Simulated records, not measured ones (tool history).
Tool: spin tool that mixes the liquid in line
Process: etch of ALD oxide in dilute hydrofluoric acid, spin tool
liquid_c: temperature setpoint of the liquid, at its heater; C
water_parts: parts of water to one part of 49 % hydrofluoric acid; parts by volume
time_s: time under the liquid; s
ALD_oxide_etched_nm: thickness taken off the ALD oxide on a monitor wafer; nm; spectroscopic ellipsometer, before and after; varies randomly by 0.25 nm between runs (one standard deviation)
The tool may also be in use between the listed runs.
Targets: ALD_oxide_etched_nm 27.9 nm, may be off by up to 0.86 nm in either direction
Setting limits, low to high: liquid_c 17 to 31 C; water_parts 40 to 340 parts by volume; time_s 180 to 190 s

{"run": 1, "hour": 0.0, "liquid_c": 23, "water_parts": 190, "time_s": 180, "ALD_oxide_etched_nm": 23.706}
{"run": 2, "hour": 5.1, "liquid_c": 23, "water_parts": 120, "time_s": 180, "ALD_oxide_etched_nm": 39.652}
{"run": 3, "hour": 9.7, "liquid_c": 22, "water_parts": 125, "time_s": 180, "ALD_oxide_etched_nm": 36.521}
{"run": 4, "hour": 17.0, "liquid_c": 20.5, "water_parts": 125, "time_s": 180, "ALD_oxide_etched_nm": 34.451}
{"run": 5, "hour": 24.1, "liquid_c": 20.5, "water_parts": 125, "time_s": 190, "ALD_oxide_etched_nm": 36.068}
{"run": 6, "hour": 27.5, "liquid_c": 20.5, "water_parts": 125, "time_s": 180, "ALD_oxide_etched_nm": 34.71}
{"run": 7, "hour": 33.1, "liquid_c": 20, "water_parts": 130, "time_s": 180, "ALD_oxide_etched_nm": 32.28}
{"run": 8, "hour": 39.3, "liquid_c": 19.5, "water_parts": 130, "time_s": 180, "ALD_oxide_etched_nm": 32.049}

Pick the move, out of 4, that brings all results within their allowed miss; only one does.
{"run": "A", "hour": 45.5, "liquid_c": 20, "water_parts": 155, "time_s": 180, "ALD_oxide_etched_nm": "?"}
{"run": "B", "hour": 45.5, "liquid_c": 20.5, "water_parts": 150, "time_s": 180, "ALD_oxide_etched_nm": "?"}
{"run": "C", "hour": 45.5, "liquid_c": 20.5, "water_parts": 140, "time_s": 180, "ALD_oxide_etched_nm": "?"}
{"run": "D", "hour": 45.5, "liquid_c": 17, "water_parts": 145, "time_s": 180, "ALD_oxide_etched_nm": "?"}

move=A ALD_oxide_etched_nm=26.097
move=B ALD_oxide_etched_nm=27.651
move=C ALD_oxide_etched_nm=29.942
move=D ALD_oxide_etched_nm=24.963
A: moves the result that the last run missed by most past its target, out the other side
B: hits every target within its allowed miss
C: nearer the targets than the last run, but a result is still out of spec
D: moves the result that the last run missed by most past its target, out the other side
Answer: B
